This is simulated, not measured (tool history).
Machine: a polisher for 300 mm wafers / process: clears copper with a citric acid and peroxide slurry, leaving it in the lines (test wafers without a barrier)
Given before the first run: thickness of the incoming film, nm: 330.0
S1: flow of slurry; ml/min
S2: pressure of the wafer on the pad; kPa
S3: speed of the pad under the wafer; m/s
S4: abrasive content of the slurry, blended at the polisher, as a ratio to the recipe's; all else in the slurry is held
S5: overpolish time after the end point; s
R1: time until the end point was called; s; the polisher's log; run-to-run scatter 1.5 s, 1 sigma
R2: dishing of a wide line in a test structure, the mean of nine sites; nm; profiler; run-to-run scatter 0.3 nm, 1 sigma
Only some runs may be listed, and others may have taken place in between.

{"run": 1, "hour": 0.0, "S1": 165, "S2": 25.5, "S3": 0.88, "S4": 1.0, "S5": 24, "R1": 119.89, "R2": 33.653}
{"run": 2, "hour": 2.6, "S1": 165, "S2": 25.5, "S3": 0.9, "S4": 1.0, "S5": 21, "R1": 114.69, "R2": 30.625}
{"run": 3, "hour": 7.4, "S1": 160, "S2": 25.5, "S3": 0.94, "S4": 0.95, "S5": 18, "R1": 116.82, "R2": 27.908}
{"run": 4, "hour": 9.4, "S1": 185, "S2": 25.5, "S3": 0.94, "S4": 0.95, "S5": 18, "R1": 114.45, "R2": 28.342}
{"run": 5, "hour": 11.6, "S1": 185, "S2": 25.5, "S3": 1.02, "S4": 0.95, "S5": 18, "R1": 104.16, "R2": 30.208}
{"run": 6, "hour": 16.7, "S1": 170, "S2": 25.5, "S3": 1.04, "S4": 0.95, "S5": 16, "R1": 104.2, "R2": 27.725}
{"run": 7, "hour": 23.0, "S1": 155, "S2": 24.8, "S3": 1.1, "S4": 0.95, "S5": 14, "R1": 102.43, "R2": 25.368}
{"run": 8, "hour": 30.6, "S1": 145, "S2": 24.8, "S3": 1.14, "S4": 0.95, "S5": 13, "R1": 102.52, "R2": 23.753}
{"run": 9, "hour": 38.8, "S1": 140, "S2": 24.8, "S3": 1.16, "S4": 0.95, "S5": 12, "R1": 98.95, "R2": 23.481}
{"run": 10, "hour": 44.5, "S1": 140, "S2": 24.8, "S3": 1.16, "S4": 0.95, "S5": 12, "R1": 98.948, "R2": 23.069}
{"run": 11, "hour": 47.3, "S1": 135, "S2": 24.8, "S3": 1.16, "S4": 0.95, "S5": 11, "R1": 97.855, "R2": 21.623}
{"run": 12, "hour": 54.9, "S1": 130, "S2": 24.8, "S3": 1.16, "S4": 0.95, "S5": 11, "R1": 99.245, "R2": 21.725}
{"run": 13, "hour": 58.3, "S1": 180, "S2": 24.1, "S3": 1.18, "S4": 0.95, "S5": 7, "R1": 93.317, "R2": 15.101}
{"run": 14, "hour": 59.3, "S1": 170, "S2": 24.8, "S3": 1.18, "S4": 0.95, "S5": 7, "R1": 95.03, "R2": 15.324}
{"run": 15, "hour": 62.2, "S1": 160, "S2": 25.5, "S3": 1.18, "S4": 0.95, "S5": 7, "R1": 96.374, "R2": 15.817}
{"run": 16, "hour": 69.9, "S1": 160, "S2": 25.5, "S3": 1.18, "S4": 0.95, "S5": 7, "R1": 93.349, "R2": 15.714}
{"run": 17, "hour": 77.0, "S1": 155, "S2": 25.5, "S3": 1.18, "S4": 0.9, "S5": 7, "R1": 94.784, "R2": 15.4}
{"run": 18, "hour": 77.7, "S1": 150, "S2": 25.5, "S3": 1.2, "S4": 0.9, "S5": 7, "R1": 94.967, "R2": 15.803}
{"run": 19, "hour": 85.1, "S1": 145, "S2": 25.5, "S3": 1.2, "S4": 0.9, "S5": 7, "R1": 92.192, "R2": 14.785}

Expected results for the next run?
{"run": 20, "hour": 89.2, "S1": 145, "S2": 24.8, "S3": 1.22, "S4": 0.9, "S5": 7, "R1": "?", "R2": "?"}

R1: 95.269 s
R2: 15.500 nm
